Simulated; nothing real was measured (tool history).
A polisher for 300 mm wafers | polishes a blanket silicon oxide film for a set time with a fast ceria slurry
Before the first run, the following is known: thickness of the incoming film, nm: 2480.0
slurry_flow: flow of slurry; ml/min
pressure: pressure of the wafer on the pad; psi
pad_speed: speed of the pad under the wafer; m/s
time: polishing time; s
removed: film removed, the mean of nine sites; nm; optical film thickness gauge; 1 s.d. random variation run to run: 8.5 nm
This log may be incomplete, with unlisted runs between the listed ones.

| run | hour | slurry_flow | pressure | pad_speed | time | removed |
|---|---|---|---|---|---|---|
| 1 | 0.0 | 310 | 2.1 | 1.16 | 53 | 724.17 |
| 2 | 4.4 | 310 | 2.3 | 1.16 | 53 | 768.99 |
| 3 | 5.7 | 310 | 2.6 | 1.16 | 53 | 834.15 |
| 4 | 12.0 | 310 | 2.8 | 1.18 | 53 | 919.45 |
| 5 | 19.2 | 310 | 2.9 | 1.18 | 53 | 948.71 |
| 6 | 27.4 | 310 | 3.0 | 1.18 | 53 | 971.59 |
| 7 | 30.8 | 310 | 3.1 | 1.18 | 53 | 996.32 |

Run 8, settings as shown, results not yet in. Your forecast:
| 8 | 34.4 | 310 | 3.1 | 1.18 | 53 | ? |

{"run 8": {"removed": 986.98}}
